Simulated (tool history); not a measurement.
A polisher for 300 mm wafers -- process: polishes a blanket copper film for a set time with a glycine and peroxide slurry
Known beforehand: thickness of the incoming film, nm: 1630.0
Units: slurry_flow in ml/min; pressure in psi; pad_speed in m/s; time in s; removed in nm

| run | hour | slurry_flow | pressure | pad_speed | time | removed |
|---|---|---|---|---|---|---|
| 1 | 0.0 | 265 | 2.4 | 1.16 | 29 | 179.77 |
| 2 | 8.7 | 265 | 2.4 | 1.38 | 29 | 206.69 |
| 3 | 14.9 | 265 | 2.4 | 1.38 | 29 | 207.62 |
| 4 | 17.6 | 265 | 2.4 | 1.38 | 25 | 175.61 |
|  | 26.1 | head pressure recalibrated |
| 5 | 26.1 | 265 | 2.4 | 1.38 | 29 | 192.26 |
| 6 | 28.2 | 265 | 2.6 | 1.38 | 29 | 204.76 |
| 7 | 36.5 | 250 | 2.0 | 1.36 | 29 | 162.86 |

What does the tool deliver on the next run?
| 8 | 43.4 | 225 | 1.9 | 1.36 | 29 | ? |

removed: 153.96 nm
